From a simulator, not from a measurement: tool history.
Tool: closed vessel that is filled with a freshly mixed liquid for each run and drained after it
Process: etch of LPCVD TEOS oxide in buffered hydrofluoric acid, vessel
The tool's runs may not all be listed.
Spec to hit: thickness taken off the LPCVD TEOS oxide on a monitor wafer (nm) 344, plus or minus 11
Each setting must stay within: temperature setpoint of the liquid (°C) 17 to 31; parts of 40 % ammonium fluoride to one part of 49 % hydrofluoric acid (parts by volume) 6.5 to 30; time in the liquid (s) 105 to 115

run,hour,temperature setpoint of the liquid (°C),parts of 40 % ammonium fluoride to one part of 49 % hydrofluoric acid (parts by volume),time in the liquid (s),thickness taken off the LPCVD TEOS oxide on a monitor wafer (nm)
1,0,23,19.5,105,236.59
2,5.2,20,19.5,105,199.98
3,10.2,20,19.5,105,197.62
4,15.7,20,14.5,105,269.52
5,17.5,22,14.5,105,297.63
6,21.8,22.5,14.5,105,300.59
7,26.9,23,14.5,105,311.83
8,30,23.5,14.5,105,325.96
9,35,24,14.5,105,328.99

4 next moves are on the table. One of them brings every result within its allowed miss. Which?
A,40,20.5,11.5,105,?
B,40,23,15,105,?
C,40,24,15,105,?
D,40,24,15.5,105,?

move,thickness taken off the LPCVD TEOS oxide on a monitor wafer (nm)
A,344.12
B,304.62
C,321.78
D,311.57
A: in spec on every target
B: its largest miss is bigger than the last run's
C: its largest miss is bigger than the last run's
D: its largest miss is bigger than the last run's
A meets every target.
